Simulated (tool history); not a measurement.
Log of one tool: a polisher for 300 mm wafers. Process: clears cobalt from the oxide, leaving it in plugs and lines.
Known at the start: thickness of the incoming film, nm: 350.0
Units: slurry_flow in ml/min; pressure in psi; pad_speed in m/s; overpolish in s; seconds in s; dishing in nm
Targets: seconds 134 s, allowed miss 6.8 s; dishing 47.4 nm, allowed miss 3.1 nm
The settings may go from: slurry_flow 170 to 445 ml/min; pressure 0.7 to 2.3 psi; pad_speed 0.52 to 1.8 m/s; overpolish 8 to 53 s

Run 1, day 0: slurry_flow 285 ml/min, pressure 1.5 psi, pad_speed 1.16 m/s, overpolish 27 s. Result: seconds 70.321 s, dishing 62.83 nm.
Run 2, day 0.138: slurry_flow 285 ml/min, pressure 1.5 psi, pad_speed 0.98 m/s, overpolish 27 s. Result: seconds 82.525 s, dishing 58.635 nm.
Run 3, day 0.462: slurry_flow 355 ml/min, pressure 1.5 psi, pad_speed 0.98 m/s, overpolish 27 s. Result: seconds 81.848 s, dishing 57.496 nm.
Run 4, day 0.617: slurry_flow 355 ml/min, pressure 1.2 psi, pad_speed 0.98 m/s, overpolish 27 s. Result: seconds 99.35 s, dishing 53.433 nm.
Run 5, day 0.925: slurry_flow 290 ml/min, pressure 1.2 psi, pad_speed 0.98 m/s, overpolish 27 s. Result: seconds 103.81 s, dishing 51.97 nm.
Run 6, day 0.962: slurry_flow 290 ml/min, pressure 1.1 psi, pad_speed 0.98 m/s, overpolish 27 s. Result: seconds 110.18 s, dishing 50.957 nm.
Run 7, day 1.212: slurry_flow 290 ml/min, pressure 1 psi, pad_speed 0.98 m/s, overpolish 27 s. Result: seconds 120.06 s, dishing 46.69 nm.
Run 8, day 1.421: slurry_flow 290 ml/min, pressure 1 psi, pad_speed 0.98 m/s, overpolish 27 s. Result: seconds 119.3 s, dishing 46.154 nm.
Run 9, day 1.475: slurry_flow 290 ml/min, pressure 1 psi, pad_speed 0.98 m/s, overpolish 28 s. Result: seconds 121.03 s, dishing 48.497 nm.
Run 10, day 1.525: slurry_flow 290 ml/min, pressure 1 psi, pad_speed 0.98 m/s, overpolish 28 s. Result: seconds 120.75 s, dishing 48.896 nm.

Which of these 4 next moves meets every target?
Run A, day 1.575: slurry_flow 300 ml/min, pressure 0.8 psi, pad_speed 0.94 m/s, overpolish 26 s. Result: seconds ?, dishing ?.
Run B, day 1.575: slurry_flow 300 ml/min, pressure 0.9 psi, pad_speed 0.98 m/s, overpolish 30 s. Result: seconds ?, dishing ?.
Run C, day 1.575: slurry_flow 340 ml/min, pressure 1.1 psi, pad_speed 0.78 m/s, overpolish 25 s. Result: seconds ?, dishing ?.
Run D, day 1.575: slurry_flow 295 ml/min, pressure 1 psi, pad_speed 1.02 m/s, overpolish 26 s. Result: seconds ?, dishing ?.

move  seconds  dishing
   A   157.05   39.708
   B   134.92   48.167
   C   137.39   42.324
   D   117.56   47.931
A: takes the result that was furthest off past its target
B: meets every target
C: brings the result that was furthest off to its target, and leaves another outside
D: further off than the last run
The right move is B.
